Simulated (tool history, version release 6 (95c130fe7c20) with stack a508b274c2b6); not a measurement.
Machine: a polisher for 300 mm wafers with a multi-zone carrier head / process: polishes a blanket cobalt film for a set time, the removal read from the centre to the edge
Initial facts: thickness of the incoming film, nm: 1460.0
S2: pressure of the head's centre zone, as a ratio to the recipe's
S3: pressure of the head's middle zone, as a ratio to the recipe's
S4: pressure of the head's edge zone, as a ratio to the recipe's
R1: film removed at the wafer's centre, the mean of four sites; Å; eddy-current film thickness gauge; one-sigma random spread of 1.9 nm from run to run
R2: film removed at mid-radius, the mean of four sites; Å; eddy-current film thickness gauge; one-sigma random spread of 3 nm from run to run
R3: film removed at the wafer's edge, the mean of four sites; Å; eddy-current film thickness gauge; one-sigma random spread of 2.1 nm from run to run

Run 1, hour 0.0: flow of slurry (ml/min) 160, S2 1.00, S3 1.00, S4 1.00, polishing time (s) 51. Result: R1 2333.2 Å, R2 2356.0 Å, R3 2353.5 Å.
Run 2, hour 8.5: flow of slurry (ml/min) 165, S2 0.99, S3 1.00, S4 1.02, polishing time (s) 51. Result: R1 2353.1 Å, R2 2404.3 Å, R3 2396.7 Å.
Run 3, hour 13.9: flow of slurry (ml/min) 165, S2 1.04, S3 1.00, S4 1.02, polishing time (s) 51. Result: R1 2430.6 Å, R2 2322.6 Å, R3 2379.6 Å.
Run 4, hour 22.4: flow of slurry (ml/min) 170, S2 1.03, S3 0.99, S4 1.04, polishing time (s) 51. Result: R1 2465.8 Å, R2 2373.9 Å, R3 2415.6 Å.
Run 5, hour 26.0: flow of slurry (ml/min) 170, S2 1.01, S3 0.98, S4 1.06, polishing time (s) 51. Result: R1 2399.1 Å, R2 2319.9 Å, R3 2431.0 Å.
Run 6, hour 32.2: flow of slurry (ml/min) 170, S2 1.01, S3 1.05, S4 1.06, polishing time (s) 51. Result: R1 2398.1 Å, R2 2475.8 Å, R3 2459.6 Å.
Run 7, hour 35.5: flow of slurry (ml/min) 170, S2 1.00, S3 1.04, S4 1.07, polishing time (s) 51. Result: R1 2390.2 Å, R2 2442.1 Å, R3 2447.6 Å.
Run 8, hour 44.1: flow of slurry (ml/min) 170, S2 0.99, S3 1.03, S4 1.08, polishing time (s) 52. Result: R1 2393.3 Å, R2 2476.1 Å, R3 2516.7 Å.
Run 9, hour 51.6: flow of slurry (ml/min) 170, S2 0.98, S3 1.02, S4 1.09, polishing time (s) 52. Result: R1 2396.6 Å, R2 2430.0 Å, R3 2538.6 Å.
Run 10, hour 57.1: flow of slurry (ml/min) 175, S2 0.97, S3 1.02, S4 1.10, polishing time (s) 52. Result: R1 2387.3 Å, R2 2417.8 Å, R3 2525.4 Å.
Run 11, hour 58.8: flow of slurry (ml/min) 175, S2 0.96, S3 1.02, S4 1.11, polishing time (s) 53. Result: R1 2421.5 Å, R2 2492.5 Å, R3 2614.7 Å.
Run 12, hour 67.1: flow of slurry (ml/min) 175, S2 0.96, S3 1.02, S4 1.11, polishing time (s) 53. Result: R1 2447.0 Å, R2 2530.1 Å, R3 2639.4 Å.
Run 13, hour 72.5: flow of slurry (ml/min) 175, S2 0.95, S3 1.02, S4 1.12, polishing time (s) 53. Result: R1 2449.8 Å, R2 2519.1 Å, R3 2620.8 Å.
Run 14, hour 76.8: flow of slurry (ml/min) 175, S2 0.94, S3 1.01, S4 1.13, polishing time (s) 53. Result: R1 2419.7 Å, R2 2525.1 Å, R3 2659.9 Å.
Run 15, hour 83.6: flow of slurry (ml/min) 175, S2 0.93, S3 1.00, S4 1.14, polishing time (s) 53. Result: R1 2353.4 Å, R2 2500.7 Å, R3 2653.4 Å.

For run 16, what comes out?
Run 16, hour 87.6: flow of slurry (ml/min) 175, S2 0.93, S3 0.99, S4 1.15, polishing time (s) 53. Result: R1 ?, R2 ?, R3 ?.

{"run 16": {"R1": 2388.0, "R2": 2482.0, "R3": 2661.1}}
